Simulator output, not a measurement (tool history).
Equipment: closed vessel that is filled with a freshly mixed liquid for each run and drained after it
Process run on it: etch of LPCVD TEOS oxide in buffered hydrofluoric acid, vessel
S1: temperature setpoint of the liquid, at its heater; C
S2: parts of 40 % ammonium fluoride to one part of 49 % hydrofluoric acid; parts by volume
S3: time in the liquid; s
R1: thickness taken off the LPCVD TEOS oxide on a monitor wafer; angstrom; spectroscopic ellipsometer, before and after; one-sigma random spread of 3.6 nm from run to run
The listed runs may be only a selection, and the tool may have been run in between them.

{"run": 1, "hour": 0.0, "S1": 25.0, "S2": 13.5, "S3": 90, "R1": 2089.0}
{"run": 2, "hour": 6.4, "S1": 26.5, "S2": 12.0, "S3": 90, "R1": 2510.6}
{"run": 3, "hour": 9.0, "S1": 28.0, "S2": 11.0, "S3": 90, "R1": 3008.0}
{"run": 4, "hour": 18.1, "S1": 29.0, "S2": 10.5, "S3": 90, "R1": 3277.1}
{"run": 5, "hour": 19.3, "S1": 29.5, "S2": 10.0, "S3": 90, "R1": 3567.6}
{"run": 6, "hour": 27.3, "S1": 30.0, "S2": 9.5, "S3": 90, "R1": 3795.7}
{"run": 7, "hour": 32.8, "S1": 32.0, "S2": 8.0, "S3": 90, "R1": 4863.2}

Run 8 comes next. What will it give?
{"run": 8, "hour": 35.2, "S1": 31.5, "S2": 8.0, "S3": 90, "R1": "?"}

R1: 4799.5 angstrom
